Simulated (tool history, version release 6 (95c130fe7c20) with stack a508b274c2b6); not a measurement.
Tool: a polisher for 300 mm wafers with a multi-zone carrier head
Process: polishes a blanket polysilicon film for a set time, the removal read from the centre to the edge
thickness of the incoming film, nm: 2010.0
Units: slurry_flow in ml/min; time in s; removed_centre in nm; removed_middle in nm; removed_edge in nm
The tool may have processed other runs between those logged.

| run | hour | slurry_flow | centre_zone | middle_zone | edge_zone | time | removed_centre | removed_middle | removed_edge |
|---|---|---|---|---|---|---|---|---|---|
| 1 | 0.0 | 150 | 1.00 | 1.00 | 1.00 | 41 | 414.55 | 400.09 | 431.65 |
| 2 | 6.8 | 170 | 1.00 | 1.00 | 1.00 | 41 | 422.45 | 415.78 | 445.52 |
| 3 | 8.3 | 170 | 1.00 | 1.00 | 1.07 | 41 | 426.67 | 412.39 | 456.24 |
| 4 | 10.9 | 195 | 1.00 | 1.00 | 1.07 | 41 | 426.23 | 426.46 | 461.89 |
| 5 | 12.9 | 195 | 0.98 | 0.99 | 1.09 | 44 | 462.65 | 458.54 | 497.97 |
| 6 | 14.2 | 190 | 0.95 | 0.97 | 1.11 | 46 | 462.58 | 455.02 | 523.30 |
| 7 | 20.9 | 190 | 0.93 | 0.97 | 1.12 | 48 | 493.29 | 474.17 | 550.38 |
| 8 | 24.0 | 190 | 0.93 | 0.97 | 1.12 | 48 | 482.31 | 485.37 | 556.90 |
| 9 | 32.7 | 190 | 0.92 | 0.97 | 1.13 | 49 | 484.39 | 495.46 | 570.56 |
| 10 | 38.8 | 190 | 0.91 | 0.97 | 1.14 | 50 | 490.41 | 507.55 | 570.95 |

Forecast run 11:
| 11 | 42.7 | 195 | 0.89 | 0.96 | 1.15 | 51 | ? | ? | ? |

removed_centre: 492.43 nm
removed_middle: 501.88 nm
removed_edge: 600.56 nm

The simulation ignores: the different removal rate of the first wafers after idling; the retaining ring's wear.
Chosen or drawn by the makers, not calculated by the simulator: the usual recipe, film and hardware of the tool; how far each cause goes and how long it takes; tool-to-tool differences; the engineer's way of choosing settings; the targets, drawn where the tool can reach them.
